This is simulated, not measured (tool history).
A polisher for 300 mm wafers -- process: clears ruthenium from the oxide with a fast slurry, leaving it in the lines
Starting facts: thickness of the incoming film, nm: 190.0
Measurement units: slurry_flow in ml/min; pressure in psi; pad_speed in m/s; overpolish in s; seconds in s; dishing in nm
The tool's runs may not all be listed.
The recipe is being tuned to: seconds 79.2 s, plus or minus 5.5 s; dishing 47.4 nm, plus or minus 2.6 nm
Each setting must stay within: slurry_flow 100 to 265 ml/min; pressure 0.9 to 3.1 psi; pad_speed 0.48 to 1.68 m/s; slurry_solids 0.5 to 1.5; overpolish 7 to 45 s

run,hour,slurry_flow,pressure,pad_speed,slurry_solids,overpolish,seconds,dishing
1,0,170,2,1.08,1,23,56.998,51.467
2,9,170,2,1.08,0.9,23,57.305,49.706
3,15.4,170,2,1.08,1,23,55.326,50.928
4,19.6,170,1.9,1.08,1,24,57.539,50.951
5,22.6,170,1.9,1.34,1,24,48.35,59.107
6,27.2,170,1.5,1.34,1,24,59.001,50.707
7,29.5,170,1.4,1.34,1,25,64.539,50.311
8,35.8,170,1.3,1.34,1,26,70.031,48.477

Exactly one of the 5 candidate moves below puts every result within its allowed miss. Which one?
A,42.1,185,1,1.12,1.1,43,?,?
B,42.1,170,1.7,1.22,1.05,22,?,?
C,42.1,180,1.2,1.2,1.05,34,?,?
D,42.1,150,1.4,1.44,0.95,27,?,?
E,42.1,175,1.1,1.36,1,29,?,?

move,seconds,dishing
A,97.816,52.463
B,56.016,48.809
C,78.718,51.887
D,61.121,52.622
E,77.56,47.24
A: carries the result that was furthest off beyond its target, to the other side
B: moves away from the targets compared with the last run
C: gets the furthest-off result to its target, but another result is out of tolerance
D: moves away from the targets compared with the last run
E: every result within its allowed miss
So the answer is move E, the one that meets all the targets.
